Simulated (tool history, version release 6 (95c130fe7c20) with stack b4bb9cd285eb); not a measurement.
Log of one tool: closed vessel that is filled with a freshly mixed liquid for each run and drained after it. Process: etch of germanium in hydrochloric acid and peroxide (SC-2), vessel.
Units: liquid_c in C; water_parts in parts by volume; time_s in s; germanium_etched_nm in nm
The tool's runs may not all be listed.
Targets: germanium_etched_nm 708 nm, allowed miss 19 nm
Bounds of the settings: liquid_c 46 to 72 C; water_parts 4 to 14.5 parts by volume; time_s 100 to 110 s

{"run": 1, "hour": 0.0, "liquid_c": 62, "water_parts": 8, "time_s": 100, "germanium_etched_nm": 530.65}
{"run": 2, "hour": 7.3, "liquid_c": 62, "water_parts": 8, "time_s": 100, "germanium_etched_nm": 529.42}
{"run": 3, "hour": 14.1, "liquid_c": 62, "water_parts": 8, "time_s": 100, "germanium_etched_nm": 529.75}
{"run": 4, "hour": 22.2, "liquid_c": 65, "water_parts": 8, "time_s": 100, "germanium_etched_nm": 578.6}
{"run": 5, "hour": 24.8, "liquid_c": 67, "water_parts": 8, "time_s": 100, "germanium_etched_nm": 609.93}
{"run": 6, "hour": 26.3, "liquid_c": 67, "water_parts": 6, "time_s": 100, "germanium_etched_nm": 622.31}
{"run": 7, "hour": 31.2, "liquid_c": 68.5, "water_parts": 6, "time_s": 100, "germanium_etched_nm": 648.01}
{"run": 8, "hour": 37.9, "liquid_c": 69.5, "water_parts": 6, "time_s": 100, "germanium_etched_nm": 667.87}
{"run": 9, "hour": 43.4, "liquid_c": 70, "water_parts": 6, "time_s": 100, "germanium_etched_nm": 682.91}
{"run": 10, "hour": 51.1, "liquid_c": 70.5, "water_parts": 6, "time_s": 100, "germanium_etched_nm": 687.35}

4 next moves are on the table. One of them brings every result within its allowed miss. Which?
{"run": "A", "hour": 58.8, "liquid_c": 71.5, "water_parts": 6, "time_s": 100, "germanium_etched_nm": "?"}
{"run": "B", "hour": 58.8, "liquid_c": 69.5, "water_parts": 6.5, "time_s": 100, "germanium_etched_nm": "?"}
{"run": "C", "hour": 58.8, "liquid_c": 72, "water_parts": 7, "time_s": 105, "germanium_etched_nm": "?"}
{"run": "D", "hour": 58.8, "liquid_c": 66.5, "water_parts": 8.5, "time_s": 110, "germanium_etched_nm": "?"}

move=A germanium_etched_nm=706.97
move=B germanium_etched_nm=665.08
move=C germanium_etched_nm=744.71
move=D germanium_etched_nm=657.7
A: meets every target
B: further off than the last run
C: takes the result that was furthest off past its target
D: further off than the last run
Answer: A

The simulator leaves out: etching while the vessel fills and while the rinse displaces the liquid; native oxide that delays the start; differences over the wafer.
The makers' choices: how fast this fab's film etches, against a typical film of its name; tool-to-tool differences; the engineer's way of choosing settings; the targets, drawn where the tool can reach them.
